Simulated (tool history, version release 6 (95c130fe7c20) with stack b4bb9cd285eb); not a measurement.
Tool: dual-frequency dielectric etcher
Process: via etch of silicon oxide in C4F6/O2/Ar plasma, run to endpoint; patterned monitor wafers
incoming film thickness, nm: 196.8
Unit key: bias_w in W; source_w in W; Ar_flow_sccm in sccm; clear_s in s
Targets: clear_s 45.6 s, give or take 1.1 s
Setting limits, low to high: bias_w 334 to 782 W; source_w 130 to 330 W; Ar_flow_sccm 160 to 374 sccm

run,hour,bias_w,source_w,Ar_flow_sccm,clear_s
1,0,558,230,267,51.157
2,3.9,595,230,266,49.779
3,7.8,623,230,265,48.947
4,12.6,702,230,265,47.151
5,20.9,664,230,265,47.895
6,22.3,681,230,264,47.065
7,29.1,692,230,264,47.296
8,36.6,705,230,263,47.072
9,38.3,716,230,262,46.867

Of the 5 settings listed for the next run, only one would bring every result within its allowed miss of target. Which one?
A,40,757,270,246,?
B,40,642,290,273,?
C,40,729,210,258,?
D,40,782,290,291,?
E,40,756,290,262,?

move,clear_s
A,43.349
B,45.307
C,47.722
D,42.352
E,42.57
A: the result that was furthest off in the last run now lies on the other side of its target
B: meets every target
C: lands further from the targets than the last run did
D: the result that was furthest off in the last run now lies on the other side of its target
E: the result that was furthest off in the last run now lies on the other side of its target
Go with B: it meets all targets.
